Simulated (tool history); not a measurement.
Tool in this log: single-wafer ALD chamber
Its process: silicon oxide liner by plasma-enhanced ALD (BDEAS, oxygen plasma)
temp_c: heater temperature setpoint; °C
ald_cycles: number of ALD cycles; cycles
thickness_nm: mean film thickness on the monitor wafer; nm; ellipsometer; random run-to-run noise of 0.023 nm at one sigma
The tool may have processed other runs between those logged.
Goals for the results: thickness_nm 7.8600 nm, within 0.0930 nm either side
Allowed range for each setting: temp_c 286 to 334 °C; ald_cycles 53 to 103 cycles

| run | hour | temp_c | ald_cycles | thickness_nm |
|---|---|---|---|---|
| 1 | 0.0 | 310 | 78 | 7.0946 |
| 2 | 3.2 | 302 | 78 | 7.1212 |
| 3 | 10.0 | 297 | 78 | 7.2565 |
| 4 | 15.6 | 306 | 78 | 7.1272 |
| 5 | 22.0 | 304 | 80 | 7.3706 |
| 6 | 30.0 | 298 | 80 | 7.4233 |
| 7 | 36.5 | 296 | 81 | 7.5184 |
| 8 | 41.8 | 296 | 81 | 7.4975 |
| 9 | 45.6 | 295 | 82 | 7.6429 |

Which of these 4 next moves meets every target?
| A | 49.4 | 302 | 80 | ? |
| B | 49.4 | 288 | 82 | ? |
| C | 49.4 | 301 | 83 | ? |
| D | 49.4 | 290 | 77 | ? |

| move | thickness_nm |
|---|---|
| A | 7.3567 |
| B | 7.8310 |
| C | 7.6420 |
| D | 7.3078 |
A: lands further from the targets than the last run did
B: all results in spec
C: just as far off the targets as the last run
D: lands further from the targets than the last run did
Correct choice: B, which meets every target
